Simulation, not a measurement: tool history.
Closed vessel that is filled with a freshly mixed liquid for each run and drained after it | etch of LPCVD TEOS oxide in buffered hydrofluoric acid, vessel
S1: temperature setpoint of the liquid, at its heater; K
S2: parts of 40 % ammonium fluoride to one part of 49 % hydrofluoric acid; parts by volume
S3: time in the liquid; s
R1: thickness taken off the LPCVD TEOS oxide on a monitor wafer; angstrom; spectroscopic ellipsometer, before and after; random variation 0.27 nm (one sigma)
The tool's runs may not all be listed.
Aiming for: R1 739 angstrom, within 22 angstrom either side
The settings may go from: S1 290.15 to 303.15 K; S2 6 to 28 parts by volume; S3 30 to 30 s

Run 1, hour 0: S1 295.15 K, S2 17 parts by volume, S3 30 s. Result: R1 374.04 angstrom.
Run 2, hour 2.1: S1 296.65 K, S2 16 parts by volume, S3 30 s. Result: R1 429.23 angstrom.
Run 3, hour 3.9: S1 299.15 K, S2 16 parts by volume, S3 30 s. Result: R1 489.08 angstrom.
Run 4, hour 12.6: S1 302.65 K, S2 16 parts by volume, S3 30 s. Result: R1 592.9 angstrom.
Run 5, hour 19.9: S1 300.15 K, S2 16 parts by volume, S3 30 s. Result: R1 518.51 angstrom.
Run 6, hour 24.8: S1 300.65 K, S2 15.5 parts by volume, S3 30 s. Result: R1 547.27 angstrom.
Run 7, hour 33.6: S1 301.15 K, S2 15 parts by volume, S3 30 s. Result: R1 577.68 angstrom.
Run 8, hour 38.3: S1 303.15 K, S2 12 parts by volume, S3 30 s. Result: R1 808.72 angstrom.
Run 9, hour 40.9: S1 302.65 K, S2 12 parts by volume, S3 30 s. Result: R1 780.87 angstrom.
Run 10, hour 47.5: S1 302.15 K, S2 12 parts by volume, S3 30 s. Result: R1 765.52 angstrom.

Exactly one of the 4 candidate moves below puts every result within its allowed miss. Which one?
Run A, hour 54.1: S1 303.15 K, S2 12.5 parts by volume, S3 30 s. Result: R1 ?.
Run B, hour 54.1: S1 302.65 K, S2 11.5 parts by volume, S3 30 s. Result: R1 ?.
Run C, hour 54.1: S1 299.15 K, S2 10.5 parts by volume, S3 30 s. Result: R1 ?.
Run D, hour 54.1: S1 301.65 K, S2 11.5 parts by volume, S3 30 s. Result: R1 ?.

move      R1
   A  772.18
   B  815.89
   C  739.96
   D  773.92
A: further off than the last run
B: further off than the last run
C: every result within its allowed miss
D: further off than the last run
Move C is the one to make.
